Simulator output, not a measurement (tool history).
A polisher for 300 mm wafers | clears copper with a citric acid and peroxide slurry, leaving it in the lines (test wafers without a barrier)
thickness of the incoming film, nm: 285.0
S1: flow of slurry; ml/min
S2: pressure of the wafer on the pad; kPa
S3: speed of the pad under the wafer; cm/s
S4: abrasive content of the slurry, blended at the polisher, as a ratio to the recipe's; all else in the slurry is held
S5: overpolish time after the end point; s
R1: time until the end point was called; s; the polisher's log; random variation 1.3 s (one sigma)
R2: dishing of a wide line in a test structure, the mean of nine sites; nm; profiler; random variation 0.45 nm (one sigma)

run	hour	S1	S2	S3	S4	S5	R1	R2
1	0.0	220	25.5	134	1.00	30	67.896	59.650
2	2.4	220	22.8	140	1.00	26	70.164	50.083
3	10.8	210	20.7	146	0.95	23	75.899	44.743
4	15.9	210	15.9	146	0.95	23	91.777	37.952
5	18.0	210	11.7	146	0.95	23	113.900	32.468
6	22.4	210	11.7	160	0.95	23	104.060	33.158
7	30.9	200	11.7	168	0.85	20	101.170	30.827
8	33.0	190	11.7	176	0.80	18	98.631	28.442
9	37.0	180	11.7	182	0.75	16	99.028	26.548

The next listed run, before its measurement:
10	45.1	180	11.7	182	0.75	16	?	?

Run 10 gave R1 97.782 s, R2 27.015 nm.
